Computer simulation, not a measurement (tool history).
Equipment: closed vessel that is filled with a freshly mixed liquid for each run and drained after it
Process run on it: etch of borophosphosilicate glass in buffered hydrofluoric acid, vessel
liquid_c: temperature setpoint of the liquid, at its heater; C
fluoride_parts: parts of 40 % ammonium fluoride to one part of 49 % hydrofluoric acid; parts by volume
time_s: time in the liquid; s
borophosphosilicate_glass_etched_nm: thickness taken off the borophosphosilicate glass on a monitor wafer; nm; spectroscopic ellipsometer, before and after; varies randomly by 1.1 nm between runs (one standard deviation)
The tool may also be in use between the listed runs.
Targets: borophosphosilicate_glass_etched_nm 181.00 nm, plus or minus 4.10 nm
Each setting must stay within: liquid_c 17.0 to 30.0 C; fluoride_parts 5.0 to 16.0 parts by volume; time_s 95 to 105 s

run  hour  liquid_c  fluoride_parts  time_s  borophosphosilicate_glass_etched_nm
  1   0.0      22.0             9.5      95                               244.27
  2   0.8      18.5             9.5      95                               200.25
  3   3.5      18.5             9.5     105                               222.85
  4   5.8      21.0             9.5     105                               257.10
  5  12.5      20.5             9.5     105                               253.12
  6  13.8      20.5             7.5     105                               316.62
  7  20.8      20.0             8.0     105                               285.89
  8  28.4      19.5             8.5     105                               260.06

4 next moves are on the table. One of them brings every result within its allowed miss. Which?
  A  36.0      18.0            10.5      95                                    ?
  B  36.0      22.5             6.0     105                                    ?
  C  36.0      22.0             6.0     105                                    ?
  D  36.0      19.5             5.5     105                                    ?

move  borophosphosilicate_glass_etched_nm
   A                               180.90
   B                               435.78
   C                               423.98
   D                               398.44
A: all results land within tolerance of their targets
B: the biggest miss grows against the last run
C: the biggest miss grows against the last run
D: the biggest miss grows against the last run
A is the move that brings every result within its allowed miss.

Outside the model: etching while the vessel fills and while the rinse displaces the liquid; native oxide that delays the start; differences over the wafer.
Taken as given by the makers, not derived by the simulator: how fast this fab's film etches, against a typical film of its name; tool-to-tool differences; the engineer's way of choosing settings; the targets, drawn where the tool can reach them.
